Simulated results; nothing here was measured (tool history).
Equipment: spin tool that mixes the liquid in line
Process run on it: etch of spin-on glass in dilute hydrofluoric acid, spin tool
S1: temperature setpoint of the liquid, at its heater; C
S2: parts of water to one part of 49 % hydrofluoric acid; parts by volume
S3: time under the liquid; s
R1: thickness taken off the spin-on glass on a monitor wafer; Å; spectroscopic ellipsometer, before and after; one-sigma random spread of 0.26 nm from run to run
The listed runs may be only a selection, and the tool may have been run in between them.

run,hour,S1,S2,S3,R1
1,0.0,21.0,190,60,144.07
2,4.5,19.5,190,60,136.12
3,9.3,17.5,190,60,122.93
4,15.9,17.0,190,60,123.35
5,21.0,17.0,125,60,195.41
6,26.7,17.0,175,60,133.72
7,33.3,19.0,160,60,161.35
8,39.3,20.5,145,60,192.39

What does the tool deliver on the next run?
9,39.9,22.0,135,60,?

R1: 219.84 Å

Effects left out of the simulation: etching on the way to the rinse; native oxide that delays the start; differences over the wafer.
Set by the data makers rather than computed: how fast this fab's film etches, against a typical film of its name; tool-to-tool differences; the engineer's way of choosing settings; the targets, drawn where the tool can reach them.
